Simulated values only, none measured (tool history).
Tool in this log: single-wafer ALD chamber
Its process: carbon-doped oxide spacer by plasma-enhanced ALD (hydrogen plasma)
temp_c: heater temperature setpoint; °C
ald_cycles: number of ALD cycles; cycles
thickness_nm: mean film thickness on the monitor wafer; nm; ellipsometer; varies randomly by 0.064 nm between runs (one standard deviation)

run	hour	temp_c	ald_cycles	thickness_nm
1	0.0	390	341	16.786
2	1.4	390	347	17.044
3	2.9	390	352	17.290
4	10.4	382	352	17.370
5	16.2	373	352	17.245
6	25.7	373	304	14.886

Run 7 has not been measured yet. What should we expect?
7	32.4	373	315	?

Run 7 yielded thickness_nm 15.554 nm.
